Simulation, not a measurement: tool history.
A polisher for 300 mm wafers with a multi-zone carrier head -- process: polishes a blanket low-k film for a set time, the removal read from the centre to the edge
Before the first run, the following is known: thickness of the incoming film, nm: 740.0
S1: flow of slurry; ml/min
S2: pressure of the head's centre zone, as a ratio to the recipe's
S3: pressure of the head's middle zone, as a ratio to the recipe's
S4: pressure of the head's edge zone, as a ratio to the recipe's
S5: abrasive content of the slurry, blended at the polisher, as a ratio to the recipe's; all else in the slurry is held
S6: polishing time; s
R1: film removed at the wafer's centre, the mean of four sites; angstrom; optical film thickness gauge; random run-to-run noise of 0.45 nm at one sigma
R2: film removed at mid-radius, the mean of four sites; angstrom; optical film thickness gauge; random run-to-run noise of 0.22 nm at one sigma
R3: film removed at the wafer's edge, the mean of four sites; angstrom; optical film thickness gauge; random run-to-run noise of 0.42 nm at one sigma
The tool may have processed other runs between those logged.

run  hour   S1    S2    S3    S4    S5  S6      R1      R2      R3
  1   0.0  220  1.00  1.00  1.00  1.00  81  290.72  276.13  278.47
  2   6.8  220  1.00  1.00  1.00  1.00  67  238.01  228.82  234.49
  3   7.6  230  1.04  0.98  1.05  1.15  71  282.98  252.65  261.95
  4  12.1  210  1.04  0.98  1.05  1.15  71  274.88  254.15  258.49
  5  13.8  210  1.04  0.98  1.11  1.15  71  276.35  247.45  265.82
  6  19.5  235  1.04  0.95  1.13  1.25  76  310.73  273.15  305.92
  7  22.2  255  1.07  0.94  1.15  1.30  78  337.48  285.12  326.60

Estimate the outcome of run 8 from the log above:
  8  26.9  270  1.09  0.94  1.16  1.35  80   ?   ?   ?

{"run 8": {"R1": 355.35, "R2": 296.86, "R3": 334.62}}
